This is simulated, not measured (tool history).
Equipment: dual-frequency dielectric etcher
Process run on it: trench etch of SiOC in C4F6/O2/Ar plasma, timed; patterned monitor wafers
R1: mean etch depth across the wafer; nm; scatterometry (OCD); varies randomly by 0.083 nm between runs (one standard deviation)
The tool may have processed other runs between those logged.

Run 1, hour 0: source power (W) 350, bias power (W) 188, etch time (s) 14. Result: R1 25.084 nm.
Run 2, hour 5.8: source power (W) 320, bias power (W) 182, etch time (s) 14. Result: R1 24.343 nm.
Run 3, hour 7.5: source power (W) 300, bias power (W) 172, etch time (s) 14. Result: R1 23.437 nm.
Run 4, hour 12.3: source power (W) 280, bias power (W) 167, etch time (s) 14. Result: R1 22.849 nm.
Run 5, hour 20.1: source power (W) 280, bias power (W) 151, etch time (s) 14. Result: R1 22.354 nm.
Run 6, hour 27.3: source power (W) 280, bias power (W) 175, etch time (s) 14. Result: R1 23.237 nm.

Run 7 is up next; what results do you expect?
Run 7, hour 29.9: source power (W) 270, bias power (W) 169, etch time (s) 14. Result: R1 ?.

{"run 7": {"R1": 22.588}}

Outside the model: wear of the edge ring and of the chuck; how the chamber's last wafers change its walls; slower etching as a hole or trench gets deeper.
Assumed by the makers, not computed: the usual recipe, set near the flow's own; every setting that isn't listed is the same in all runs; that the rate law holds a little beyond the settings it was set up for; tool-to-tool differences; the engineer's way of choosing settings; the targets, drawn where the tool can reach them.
